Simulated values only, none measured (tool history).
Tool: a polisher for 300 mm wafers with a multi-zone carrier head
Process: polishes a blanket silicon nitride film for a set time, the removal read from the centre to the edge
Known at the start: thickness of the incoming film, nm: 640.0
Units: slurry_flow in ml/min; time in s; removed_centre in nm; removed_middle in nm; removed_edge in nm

Run 1, hour 0.0: slurry_flow 140 ml/min, centre_zone 1.00, middle_zone 1.00, edge_zone 1.00, time 77 s. Result: removed_centre 128.000 nm, removed_middle 129.380 nm, removed_edge 124.620 nm.
Run 2, hour 3.8: slurry_flow 125 ml/min, centre_zone 1.00, middle_zone 1.00, edge_zone 1.00, time 77 s. Result: removed_centre 124.460 nm, removed_middle 127.010 nm, removed_edge 123.010 nm.
Run 3, hour 7.5: slurry_flow 120 ml/min, centre_zone 0.99, middle_zone 0.96, edge_zone 0.98, time 69 s. Result: removed_centre 110.870 nm, removed_middle 108.900 nm, removed_edge 108.320 nm.
Run 4, hour 11.1: slurry_flow 120 ml/min, centre_zone 0.93, middle_zone 0.96, edge_zone 0.98, time 69 s. Result: removed_centre 104.490 nm, removed_middle 107.070 nm, removed_edge 108.200 nm.
Run 5, hour 17.9: slurry_flow 120 ml/min, centre_zone 0.93, middle_zone 0.92, edge_zone 0.98, time 69 s. Result: removed_centre 100.680 nm, removed_middle 103.920 nm, removed_edge 111.370 nm.
Run 6, hour 21.7: slurry_flow 115 ml/min, centre_zone 0.94, middle_zone 0.91, edge_zone 0.95, time 63 s. Result: removed_centre 94.761 nm, removed_middle 94.456 nm, removed_edge 96.845 nm.
Run 7, hour 25.7: slurry_flow 90 ml/min, centre_zone 0.90, middle_zone 0.81, edge_zone 0.92, time 50 s. Result: removed_centre 66.815 nm, removed_middle 64.850 nm, removed_edge 74.739 nm.
Run 8, hour 31.1: slurry_flow 105 ml/min, centre_zone 0.91, middle_zone 0.82, edge_zone 0.91, time 50 s. Result: removed_centre 72.170 nm, removed_middle 68.083 nm, removed_edge 77.286 nm.
Run 9, hour 35.8: slurry_flow 110 ml/min, centre_zone 0.91, middle_zone 0.83, edge_zone 0.90, time 50 s. Result: removed_centre 70.772 nm, removed_middle 68.311 nm, removed_edge 76.549 nm.
Run 10, hour 40.0: slurry_flow 110 ml/min, centre_zone 0.91, middle_zone 0.83, edge_zone 0.90, time 50 s. Result: removed_centre 70.938 nm, removed_middle 69.114 nm, removed_edge 75.243 nm.
Run 11, hour 43.8: slurry_flow 115 ml/min, centre_zone 0.92, middle_zone 0.83, edge_zone 0.90, time 50 s. Result: removed_centre 71.745 nm, removed_middle 70.017 nm, removed_edge 76.241 nm.

Forecast run 12:
Run 12, hour 46.0: slurry_flow 120 ml/min, centre_zone 0.93, middle_zone 0.83, edge_zone 0.90, time 50 s. Result: removed_centre ?, removed_middle ?, removed_edge ?.

{"run 12": {"removed_centre": 73.778, "removed_middle": 70.365, "removed_edge": 77.293}}
